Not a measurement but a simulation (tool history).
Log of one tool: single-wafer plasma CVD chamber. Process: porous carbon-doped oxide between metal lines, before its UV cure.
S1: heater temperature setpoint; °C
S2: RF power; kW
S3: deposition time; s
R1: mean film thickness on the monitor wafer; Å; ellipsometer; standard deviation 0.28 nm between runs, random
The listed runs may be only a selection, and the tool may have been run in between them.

Run 1, hour 0: S1 305 °C, S2 0.63 kW, S3 22.6 s. Result: R1 1323.1 Å.
Run 2, hour 5.3: S1 305 °C, S2 0.695 kW, S3 22.6 s. Result: R1 1418.3 Å.
Run 3, hour 11.8: S1 311 °C, S2 0.645 kW, S3 22.5 s. Result: R1 1287.9 Å.
Run 4, hour 19.9: S1 317 °C, S2 0.645 kW, S3 22.5 s. Result: R1 1244.8 Å.
Run 5, hour 23.2: S1 317 °C, S2 0.715 kW, S3 22.5 s. Result: R1 1328.4 Å.
Run 6, hour 29.8: S1 320 °C, S2 0.67 kW, S3 22.4 s. Result: R1 1250.9 Å.
Run 7, hour 35.5: S1 322 °C, S2 0.635 kW, S3 22.3 s. Result: R1 1185.8 Å.

Run 8 has not been measured yet. What should we expect?
Run 8, hour 38.4: S1 324 °C, S2 0.615 kW, S3 22.2 s. Result: R1 ?.

Run 8 gave R1 1135.2 Å.

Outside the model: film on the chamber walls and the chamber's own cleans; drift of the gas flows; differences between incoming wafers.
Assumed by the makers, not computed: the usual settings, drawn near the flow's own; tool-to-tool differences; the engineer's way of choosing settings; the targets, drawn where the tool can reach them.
